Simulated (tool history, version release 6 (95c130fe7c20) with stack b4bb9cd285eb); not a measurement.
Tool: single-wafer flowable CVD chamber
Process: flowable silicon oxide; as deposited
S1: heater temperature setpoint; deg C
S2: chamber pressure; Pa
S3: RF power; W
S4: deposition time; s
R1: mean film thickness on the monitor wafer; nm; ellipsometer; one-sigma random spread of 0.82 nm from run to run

{"run": 1, "hour": 0.0, "S1": 105, "S2": 90, "S3": 2260, "S4": 825, "R1": 350.16}
{"run": 2, "hour": 6.9, "S1": 105, "S2": 75.2, "S3": 2260, "S4": 825, "R1": 294.51}
{"run": 3, "hour": 7.7, "S1": 104, "S2": 75.2, "S3": 2260, "S4": 825, "R1": 304.41}
{"run": 4, "hour": 11.1, "S1": 103, "S2": 75.2, "S3": 2260, "S4": 825, "R1": 314.16}
{"run": 5, "hour": 18.7, "S1": 102, "S2": 75.2, "S3": 2260, "S4": 825, "R1": 325.36}
{"run": 6, "hour": 19.5, "S1": 101, "S2": 75.2, "S3": 2260, "S4": 825, "R1": 335.88}
{"run": 7, "hour": 26.8, "S1": 100, "S2": 75.2, "S3": 2260, "S4": 825, "R1": 346.46}

For run 8, what comes out?
{"run": 8, "hour": 31.2, "S1": 99, "S2": 75.2, "S3": 2260, "S4": 825, "R1": "?"}

Run 8 came out at R1 358.94 nm.
